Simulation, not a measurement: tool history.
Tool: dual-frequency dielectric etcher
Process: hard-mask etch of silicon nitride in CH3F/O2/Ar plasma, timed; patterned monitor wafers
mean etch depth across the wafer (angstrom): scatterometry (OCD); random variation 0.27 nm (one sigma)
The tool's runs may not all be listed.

run	hour	source power (kW)	bias power (kW)	etch time (s)	mean etch depth across the wafer (angstrom)
1	0.0	0.350	0.098	116.0	945.38
2	7.4	0.350	0.098	116.0	946.00
3	11.0	0.350	0.098	116.0	944.05
4	17.9	0.350	0.115	116.0	986.59
5	23.4	0.330	0.109	114.0	923.92
6	27.0	0.310	0.108	113.5	885.69
7	30.4	0.300	0.107	113.5	872.94
8	32.5	0.290	0.106	113.5	853.23
9	39.2	0.280	0.105	113.5	833.63

The next listed run, before its measurement:
10	45.1	0.270	0.105	113.5	?

{"run 10": {"mean etch depth across the wafer (angstrom)": 818.97}}
